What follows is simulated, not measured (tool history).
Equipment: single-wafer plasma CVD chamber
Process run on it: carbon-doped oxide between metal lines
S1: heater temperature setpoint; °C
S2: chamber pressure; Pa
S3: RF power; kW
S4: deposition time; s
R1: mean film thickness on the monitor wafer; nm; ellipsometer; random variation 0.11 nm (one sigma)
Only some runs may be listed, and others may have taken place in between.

Run 1, hour 0.0: S1 370 °C, S2 612 Pa, S3 0.545 kW, S4 7.91 s. Result: R1 39.518 nm.
Run 2, hour 1.2: S1 370 °C, S2 612 Pa, S3 0.545 kW, S4 7.53 s. Result: R1 37.640 nm.
Run 3, hour 8.2: S1 370 °C, S2 708 Pa, S3 0.545 kW, S4 7.53 s. Result: R1 38.230 nm.
Run 4, hour 12.1: S1 370 °C, S2 623 Pa, S3 0.545 kW, S4 7.53 s. Result: R1 37.871 nm.
Run 5, hour 18.9: S1 370 °C, S2 620 Pa, S3 0.540 kW, S4 7.53 s. Result: R1 37.637 nm.
Run 6, hour 22.6: S1 370 °C, S2 617 Pa, S3 0.535 kW, S4 7.53 s. Result: R1 37.369 nm.
Run 7, hour 26.4: S1 370 °C, S2 617 Pa, S3 0.535 kW, S4 7.53 s. Result: R1 37.145 nm.
Run 8, hour 34.1: S1 370 °C, S2 613 Pa, S3 0.530 kW, S4 7.53 s. Result: R1 37.152 nm.

Run 9, settings as shown, results not yet in. Your forecast:
Run 9, hour 38.9: S1 370 °C, S2 611 Pa, S3 0.525 kW, S4 7.53 s. Result: R1 ?.

Run 9 produced R1 36.736 nm.
